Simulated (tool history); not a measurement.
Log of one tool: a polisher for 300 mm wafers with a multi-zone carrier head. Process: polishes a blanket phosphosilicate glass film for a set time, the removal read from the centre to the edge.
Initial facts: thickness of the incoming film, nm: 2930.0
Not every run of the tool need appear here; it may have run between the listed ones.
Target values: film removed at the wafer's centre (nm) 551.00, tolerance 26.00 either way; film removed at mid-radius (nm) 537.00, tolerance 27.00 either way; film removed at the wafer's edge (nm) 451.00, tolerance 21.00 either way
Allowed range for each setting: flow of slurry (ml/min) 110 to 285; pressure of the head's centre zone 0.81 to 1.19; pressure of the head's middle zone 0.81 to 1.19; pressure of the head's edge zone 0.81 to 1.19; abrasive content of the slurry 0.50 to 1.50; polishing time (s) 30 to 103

run    day  flow of slurry (ml/min)  pressure of the head's centre zone  pressure of the head's middle zone  pressure of the head's edge zone  abrasive content of the slurry  polishing time (s)  film removed at the wafer's centre (nm)  film removed at mid-radius (nm)  film removed at the wafer's edge (nm)
  1  0.000                      180                                1.00                                1.00                              1.00                            1.00                  66                                   602.21                           580.39                                 602.68
  2  0.096                      180                                1.01                                1.02                              0.97                            0.95                  66                                   597.94                           583.48                                 591.54
  3  0.117                      185                                1.03                                1.04                              0.95                            0.90                  65                                   577.74                           595.84                                 560.07
  4  0.408                      185                                1.03                                1.04                              0.95                            0.90                  54                                   489.34                           485.36                                 485.81
  5  0.512                      185                                1.03                                1.04                              0.95                            0.90                  62                                   558.50                           541.39                                 544.40
  6  0.871                      185                                1.05                                1.06                              0.93                            0.85                  62                                   562.95                           540.92                                 514.16
  7  1.204                      185                                1.05                                1.07                              0.92                            0.85                  62                                   551.00                           554.84                                 505.76
  8  1.312                      180                                1.06                                1.07                              0.91                            0.85                  62                                   554.37                           551.81                                 512.37
  9  1.662                      180                                1.07                                1.08                              0.90                            0.80                  62                                   546.53                           533.93                                 496.76
     1.908  -- slurry nozzle cleaned
 10  1.908                      185                                1.08                                1.09                              0.89                            0.80                  62                                   593.04                           581.35                                 511.42
 11  2.054                      180                                1.08                                1.09                              0.88                            0.80                  62                                   596.49                           576.38                                 505.97
 12  2.242                      180                                1.08                                1.09                              0.88                            0.75                  62                                   568.02                           558.60                                 499.01
 13  2.329                      180                                1.09                                1.10                              0.87                            0.75                  62                                   573.75                           565.19                                 492.16
 14  2.604                      180                                1.09                                1.10                              0.87                            0.75                  62                                   580.96                           567.77                                 497.53
 15  2.842                      180                                1.09                                1.10                              0.87                            0.75                  62                                   576.57                           571.28                                 492.88
 16  2.946                      180                                1.09                                1.10                              0.86                            0.75                  62                                   574.68                           556.78                                 487.25
 17  3.158                      180                                1.09                                1.10                              0.85                            0.75                  62                                   571.32                           559.09                                 483.60
 18  3.212                      180                                1.09                                1.10                              0.84                            0.75                  62                                   577.34                           556.79                                 486.73

4 next moves are on the table. One of them brings every result within its allowed miss. Which?
  A  3.267                      155                                1.14                                1.15                              0.86                            0.80                  56                                        ?                                ?                                      ?
  B  3.267                      140                                0.96                                1.10                              0.95                            0.75                  67                                        ?                                ?                                      ?
  C  3.267                      155                                1.14                                1.03                              0.84                            0.90                  58                                        ?                                ?                                      ?
  D  3.267                      180                                1.15                                1.02                              0.81                            0.70                  66                                        ?                                ?                                      ?

move  film removed at the wafer's centre (nm)  film removed at mid-radius (nm)  film removed at the wafer's edge (nm)
   A                                   552.90                           540.89                                 448.23
   B                                   531.38                           596.74                                 539.89
   C                                   602.54                           536.90                                 484.54
   D                                   631.92                           552.20                                 491.96
A: all results land within tolerance of their targets
B: further off than the last run
C: further off than the last run
D: further off than the last run
The right move is A.

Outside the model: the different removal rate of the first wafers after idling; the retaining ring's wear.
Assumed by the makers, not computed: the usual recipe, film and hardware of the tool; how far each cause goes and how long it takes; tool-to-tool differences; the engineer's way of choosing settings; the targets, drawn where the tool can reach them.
